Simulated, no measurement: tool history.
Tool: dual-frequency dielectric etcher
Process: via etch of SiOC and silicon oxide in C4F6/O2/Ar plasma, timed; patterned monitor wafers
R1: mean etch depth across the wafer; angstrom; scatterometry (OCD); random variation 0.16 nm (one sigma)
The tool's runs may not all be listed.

{"run": 1, "day": 0.0, "source power (kW)": 0.48, "bias power (kW)": 0.144, "etch time (s)": 66.5, "R1": 771.84}
{"run": 2, "day": 0.067, "source power (kW)": 0.46, "bias power (kW)": 0.142, "etch time (s)": 66.5, "R1": 750.94}
{"run": 3, "day": 0.117, "source power (kW)": 0.44, "bias power (kW)": 0.141, "etch time (s)": 66.5, "R1": 736.71}
{"run": 4, "day": 0.479, "source power (kW)": 0.44, "bias power (kW)": 0.141, "etch time (s)": 66.5, "R1": 732.71}
{"run": 5, "day": 0.767, "source power (kW)": 0.44, "bias power (kW)": 0.154, "etch time (s)": 66.5, "R1": 758.27}
{"run": 6, "day": 0.858, "source power (kW)": 0.44, "bias power (kW)": 0.154, "etch time (s)": 66.5, "R1": 757.59}
{"run": 7, "day": 1.221, "source power (kW)": 0.42, "bias power (kW)": 0.153, "etch time (s)": 66.5, "R1": 737.91}

Forecast run 8:
{"run": 8, "day": 1.325, "source power (kW)": 0.42, "bias power (kW)": 0.153, "etch time (s)": 66.5, "R1": "?"}

{"run 8": {"R1": 739.86}}
